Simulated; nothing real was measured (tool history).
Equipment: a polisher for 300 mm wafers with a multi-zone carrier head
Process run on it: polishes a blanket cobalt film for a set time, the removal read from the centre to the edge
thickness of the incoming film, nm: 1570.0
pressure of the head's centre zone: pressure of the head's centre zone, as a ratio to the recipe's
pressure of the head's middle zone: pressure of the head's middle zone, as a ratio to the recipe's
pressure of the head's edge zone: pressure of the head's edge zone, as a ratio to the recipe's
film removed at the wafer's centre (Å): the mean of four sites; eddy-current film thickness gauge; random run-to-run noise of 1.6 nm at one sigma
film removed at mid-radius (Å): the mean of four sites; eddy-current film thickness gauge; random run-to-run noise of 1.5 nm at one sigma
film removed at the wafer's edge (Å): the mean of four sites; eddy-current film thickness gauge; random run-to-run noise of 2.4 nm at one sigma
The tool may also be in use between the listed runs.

| run | hour | flow of slurry (ml/min) | pressure of the head's centre zone | pressure of the head's middle zone | pressure of the head's edge zone | polishing time (s) | film removed at the wafer's centre (Å) | film removed at mid-radius (Å) | film removed at the wafer's edge (Å) |
|---|---|---|---|---|---|---|---|---|---|
| 1 | 0 | 275 | 1 | 1 | 1 | 69 | 2994.4 | 2949.2 | 3070.8 |
| 2 | 1.3 | 275 | 0.93 | 1 | 1 | 69 | 2866.6 | 3032.2 | 3040.4 |
| 3 | 4.1 | 270 | 0.92 | 0.98 | 0.99 | 64 | 2634.7 | 2722.9 | 2819.5 |
| 4 | 6.1 | 270 | 0.92 | 0.98 | 0.91 | 64 | 2602.7 | 2733.2 | 2712.8 |
| 5 | 10.7 | 270 | 0.92 | 0.97 | 0.9 | 60 | 2472.7 | 2530.3 | 2449.6 |
| 6 | 18.4 | 270 | 0.92 | 0.97 | 0.96 | 60 | 2434.5 | 2541.2 | 2610.7 |
| 7 | 20.3 | 270 | 0.92 | 0.96 | 0.95 | 57 | 2270.2 | 2365.9 | 2475.3 |
| 8 | 25.8 | 270 | 0.92 | 0.95 | 0.93 | 54 | 2173.4 | 2249.4 | 2293.3 |
| 9 | 33.6 | 270 | 0.92 | 0.93 | 0.92 | 52 | 2106.9 | 2104.3 | 2305.9 |
| 10 | 38.3 | 270 | 0.92 | 0.93 | 0.91 | 50 | 2028.3 | 2034.2 | 2092.7 |
| 11 | 41.6 | 270 | 0.91 | 0.92 | 0.9 | 49 | 1969.8 | 1997.1 | 2045.4 |
| 12 | 48.1 | 270 | 0.91 | 0.92 | 0.9 | 49 | 1990.9 | 1976.4 | 2052.2 |
| 13 | 48.7 | 270 | 0.9 | 0.91 | 0.89 | 48 | 1881.6 | 1927.1 | 1979.3 |
| 14 | 56.4 | 270 | 0.9 | 0.9 | 0.88 | 47 | 1893.4 | 1867.1 | 1954.2 |
| 15 | 61.8 | 270 | 0.89 | 0.89 | 0.87 | 46 | 1836 | 1788.7 | 1939.3 |
| 16 | 62.4 | 260 | 0.88 | 0.89 | 0.82 | 34 | 1338.8 | 1318.1 | 1369.3 |

What will run 17 give?
| 17 | 70.8 | 275 | 0.88 | 0.89 | 0.83 | 34 | ? | ? | ? |

{"run 17": {"film removed at the wafer's centre (Å)": 1322.1, "film removed at mid-radius (Å)": 1350.9, "film removed at the wafer's edge (Å)": 1411.5}}

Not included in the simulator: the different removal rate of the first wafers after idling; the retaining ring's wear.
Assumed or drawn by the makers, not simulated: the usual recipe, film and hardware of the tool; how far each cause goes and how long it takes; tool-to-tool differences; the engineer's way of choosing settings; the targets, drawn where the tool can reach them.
